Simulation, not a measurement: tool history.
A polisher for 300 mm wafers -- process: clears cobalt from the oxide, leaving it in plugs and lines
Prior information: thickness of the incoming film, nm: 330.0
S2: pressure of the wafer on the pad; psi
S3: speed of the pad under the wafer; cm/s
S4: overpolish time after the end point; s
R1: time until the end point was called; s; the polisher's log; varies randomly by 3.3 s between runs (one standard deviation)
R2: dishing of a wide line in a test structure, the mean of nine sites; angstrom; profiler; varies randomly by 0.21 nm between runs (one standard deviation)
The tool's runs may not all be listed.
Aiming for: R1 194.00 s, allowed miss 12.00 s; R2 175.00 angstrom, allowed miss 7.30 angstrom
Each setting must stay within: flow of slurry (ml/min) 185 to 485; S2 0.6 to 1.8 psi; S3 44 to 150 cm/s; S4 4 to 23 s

{"run": 1, "hour": 0.0, "flow of slurry (ml/min)": 310, "S2": 1.2, "S3": 96, "S4": 12, "R1": 126.95, "R2": 166.81}
{"run": 2, "hour": 6.1, "flow of slurry (ml/min)": 310, "S2": 1.2, "S3": 96, "S4": 8, "R1": 125.16, "R2": 135.95}
{"run": 3, "hour": 10.8, "flow of slurry (ml/min)": 310, "S2": 1.2, "S3": 84, "S4": 8, "R1": 144.42, "R2": 124.37}
{"run": 4, "hour": 16.6, "flow of slurry (ml/min)": 310, "S2": 1.1, "S3": 86, "S4": 10, "R1": 148.04, "R2": 137.27}
{"run": 5, "hour": 22.5, "flow of slurry (ml/min)": 310, "S2": 1.1, "S3": 96, "S4": 10, "R1": 134.16, "R2": 146.11}
{"run": 6, "hour": 30.9, "flow of slurry (ml/min)": 310, "S2": 1.0, "S3": 94, "S4": 11, "R1": 156.24, "R2": 147.75}
{"run": 7, "hour": 37.6, "flow of slurry (ml/min)": 310, "S2": 0.9, "S3": 96, "S4": 12, "R1": 161.66, "R2": 145.08}
{"run": 8, "hour": 39.7, "flow of slurry (ml/min)": 310, "S2": 0.9, "S3": 96, "S4": 13, "R1": 163.81, "R2": 151.59}
{"run": 9, "hour": 41.0, "flow of slurry (ml/min)": 310, "S2": 0.7, "S3": 94, "S4": 19, "R1": 212.04, "R2": 164.42}

Below are 4 possible settings for the next run. Only one of them brings all results inside the allowed miss of their targets. Which is it?
{"run": "A", "hour": 42.3, "flow of slurry (ml/min)": 350, "S2": 0.7, "S3": 104, "S4": 14, "R1": "?", "R2": "?"}
{"run": "B", "hour": 42.3, "flow of slurry (ml/min)": 340, "S2": 0.7, "S3": 104, "S4": 15, "R1": "?", "R2": "?"}
{"run": "C", "hour": 42.3, "flow of slurry (ml/min)": 350, "S2": 0.6, "S3": 88, "S4": 20, "R1": "?", "R2": "?"}
{"run": "D", "hour": 42.3, "flow of slurry (ml/min)": 250, "S2": 0.8, "S3": 90, "S4": 21, "R1": "?", "R2": "?"}

move=A R1=192.16 R2=143.69
move=B R1=192.47 R2=149.05
move=C R1=260.27 R2=148.99
move=D R1=197.81 R2=172.53
A: the worst result of the last run now meets its target, but another is out of spec
B: the worst result of the last run now meets its target, but another is out of spec
C: lands further from the targets than the last run did
D: all results land within tolerance of their targets
Correct choice: D, which meets every target
